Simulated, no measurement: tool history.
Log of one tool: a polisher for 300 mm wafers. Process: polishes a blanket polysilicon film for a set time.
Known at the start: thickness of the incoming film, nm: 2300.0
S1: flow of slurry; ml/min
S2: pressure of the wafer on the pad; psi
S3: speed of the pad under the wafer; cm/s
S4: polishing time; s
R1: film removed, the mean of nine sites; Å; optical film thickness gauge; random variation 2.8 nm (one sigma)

run 1 day=0 | S1=290 S2=2.7 S3=76 S4=48 | R1=2412.8
run 2 day=0.042 | S1=290 S2=2.7 S3=62 S4=48 | R1=1993.7
run 3 day=0.092 | S1=290 S2=2.7 S3=62 S4=43 | R1=1774.1
run 4 day=0.258 | S1=355 S2=2.7 S3=62 S4=43 | R1=1818.7
run 5 day=0.558 | S1=355 S2=3.1 S3=66 S4=43 | R1=2176.8
run 6 day=0.912 | S1=355 S2=3.4 S3=70 S4=43 | R1=2508.6

Forecast run 7:
run 7 day=1.017 | S1=355 S2=3.4 S3=70 S4=43 | R1=?

Run 7 gave R1 2545.4 Å.

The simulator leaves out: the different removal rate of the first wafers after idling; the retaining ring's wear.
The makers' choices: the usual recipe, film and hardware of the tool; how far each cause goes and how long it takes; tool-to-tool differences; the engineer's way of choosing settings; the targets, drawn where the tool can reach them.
